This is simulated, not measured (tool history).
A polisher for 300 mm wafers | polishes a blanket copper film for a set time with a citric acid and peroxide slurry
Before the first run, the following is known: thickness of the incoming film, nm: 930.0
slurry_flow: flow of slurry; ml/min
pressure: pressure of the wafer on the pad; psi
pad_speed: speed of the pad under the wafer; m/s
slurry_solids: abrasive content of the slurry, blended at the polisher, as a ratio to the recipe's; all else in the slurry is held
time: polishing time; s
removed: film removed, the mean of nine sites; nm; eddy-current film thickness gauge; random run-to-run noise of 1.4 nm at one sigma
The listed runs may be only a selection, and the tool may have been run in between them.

Run 1, hour 0.0: slurry_flow 270 ml/min, pressure 3.5 psi, pad_speed 1.18 m/s, slurry_solids 1.0, time 43 s. Result: removed 117.38 nm.
Run 2, hour 8.7: slurry_flow 275 ml/min, pressure 3.9 psi, pad_speed 1.18 m/s, slurry_solids 1.0, time 43 s. Result: removed 131.01 nm.
Run 3, hour 15.0: slurry_flow 275 ml/min, pressure 4.7 psi, pad_speed 1.18 m/s, slurry_solids 1.0, time 43 s. Result: removed 155.97 nm.
Run 4, hour 18.3: slurry_flow 275 ml/min, pressure 4.7 psi, pad_speed 1.18 m/s, slurry_solids 0.8, time 43 s. Result: removed 143.80 nm.
Run 5, hour 22.8: slurry_flow 280 ml/min, pressure 4.9 psi, pad_speed 1.20 m/s, slurry_solids 0.8, time 43 s. Result: removed 152.18 nm.
Run 6, hour 24.3: slurry_flow 280 ml/min, pressure 5.0 psi, pad_speed 1.22 m/s, slurry_solids 0.8, time 43 s. Result: removed 158.97 nm.

Run 7, settings as shown, results not yet in. Your forecast:
Run 7, hour 29.3: slurry_flow 280 ml/min, pressure 5.1 psi, pad_speed 1.22 m/s, slurry_solids 0.8, time 43 s. Result: removed ?.

{"run 7": {"removed": 162.65}}

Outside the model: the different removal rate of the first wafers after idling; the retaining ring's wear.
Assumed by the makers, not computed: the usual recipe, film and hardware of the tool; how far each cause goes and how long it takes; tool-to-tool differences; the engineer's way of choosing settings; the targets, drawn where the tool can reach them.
